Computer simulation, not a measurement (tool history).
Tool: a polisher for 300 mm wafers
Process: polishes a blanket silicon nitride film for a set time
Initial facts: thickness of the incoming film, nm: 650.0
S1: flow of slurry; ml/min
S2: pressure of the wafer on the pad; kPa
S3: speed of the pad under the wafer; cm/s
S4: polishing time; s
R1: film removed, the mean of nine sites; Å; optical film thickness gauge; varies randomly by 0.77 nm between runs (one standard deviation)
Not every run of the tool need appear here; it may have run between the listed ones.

run  hour   S1    S2  S3  S4      R1
  1   0.0  200  19.3  96  40  532.27
  2   4.4  200  23.4  96  40  640.80
  3  11.0  200  21.4  96  40  590.12
  4  13.8  200  21.4  76  40  483.35
  5  15.0  200  21.4  94  40  584.82
  6  23.8  200  17.2  94  40  475.71
  7  30.4  200  19.3  94  40  527.92
  8  35.1  200  19.3  94  40  519.90
  9  43.0  200  20.7  94  40  563.30

Run 10 is up next; what results do you expect?
 10  50.7  200  22.1  94  40   ?

R1: 595.47 Å

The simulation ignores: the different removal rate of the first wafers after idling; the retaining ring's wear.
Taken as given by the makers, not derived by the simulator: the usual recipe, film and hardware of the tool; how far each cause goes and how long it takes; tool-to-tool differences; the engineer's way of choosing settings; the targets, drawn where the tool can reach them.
